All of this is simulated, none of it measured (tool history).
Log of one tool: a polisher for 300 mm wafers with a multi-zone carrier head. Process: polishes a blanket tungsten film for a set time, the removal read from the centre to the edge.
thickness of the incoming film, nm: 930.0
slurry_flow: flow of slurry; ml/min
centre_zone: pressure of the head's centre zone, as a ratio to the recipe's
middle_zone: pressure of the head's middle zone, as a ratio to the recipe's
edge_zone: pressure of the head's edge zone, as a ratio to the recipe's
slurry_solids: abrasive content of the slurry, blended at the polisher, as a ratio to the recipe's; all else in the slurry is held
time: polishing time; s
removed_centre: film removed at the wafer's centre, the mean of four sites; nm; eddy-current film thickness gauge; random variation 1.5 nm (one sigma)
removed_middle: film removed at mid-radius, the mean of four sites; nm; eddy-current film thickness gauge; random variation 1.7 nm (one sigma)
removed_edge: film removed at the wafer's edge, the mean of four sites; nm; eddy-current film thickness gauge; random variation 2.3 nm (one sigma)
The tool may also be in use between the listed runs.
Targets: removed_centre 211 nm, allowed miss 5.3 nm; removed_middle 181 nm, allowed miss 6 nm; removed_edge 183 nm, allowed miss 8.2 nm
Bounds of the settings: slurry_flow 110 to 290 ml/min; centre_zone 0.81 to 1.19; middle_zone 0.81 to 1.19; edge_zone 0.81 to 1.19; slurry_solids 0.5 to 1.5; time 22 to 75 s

| run | hour | slurry_flow | centre_zone | middle_zone | edge_zone | slurry_solids | time | removed_centre | removed_middle | removed_edge |
|---|---|---|---|---|---|---|---|---|---|---|
| 1 | 0 | 185 | 1 | 1 | 1 | 1 | 48 | 300.59 | 289.29 | 304.22 |
| 2 | 6.9 | 210 | 1 | 1 | 1 | 1 | 48 | 306.4 | 303.49 | 298.31 |
| 3 | 15.1 | 210 | 1 | 1 | 0.92 | 1 | 48 | 306.4 | 297.81 | 289.65 |
| 4 | 17.5 | 210 | 1.07 | 1 | 0.92 | 1 | 48 | 331.25 | 296.73 | 286.18 |
| 5 | 20.6 | 210 | 1.14 | 1 | 0.92 | 1 | 48 | 349.87 | 297.11 | 294.93 |
| 6 | 22.6 | 215 | 1.11 | 0.97 | 0.9 | 0.9 | 45 | 312.29 | 263.59 | 269.01 |
| 7 | 24.8 | 230 | 1.1 | 0.97 | 0.89 | 0.8 | 42 | 285.21 | 243.88 | 244.96 |
| 8 | 27.5 | 240 | 1.09 | 0.96 | 0.88 | 0.75 | 40 | 267.24 | 230.93 | 233.25 |
| 9 | 31.8 | 235 | 1.09 | 0.96 | 0.87 | 0.7 | 39 | 255.58 | 218.76 | 216.29 |
| 10 | 33 | 215 | 1.07 | 0.95 | 0.86 | 0.7 | 39 | 250.03 | 216.1 | 217.15 |

Which of these 4 next moves meets every target?
| A | 34.2 | 210 | 0.81 | 0.84 | 1.11 | 0.75 | 46 | ? | ? | ? |
| B | 34.2 | 230 | 0.88 | 1.12 | 0.9 | 0.7 | 42 | ? | ? | ? |
| C | 34.2 | 220 | 0.88 | 1.15 | 0.85 | 0.65 | 38 | ? | ? | ? |
| D | 34.2 | 200 | 1.08 | 0.93 | 0.82 | 0.65 | 34 | ? | ? | ? |

| move | removed_centre | removed_middle | removed_edge |
|---|---|---|---|
| A | 221.28 | 233.64 | 283.45 |
| B | 219.81 | 261.84 | 238.3 |
| C | 194.39 | 236.33 | 207.24 |
| D | 210.17 | 178.2 | 181.87 |
A: further off than the last run
B: further off than the last run
C: takes the result that was furthest off past its target
D: meets every target
Move D is the one to make.
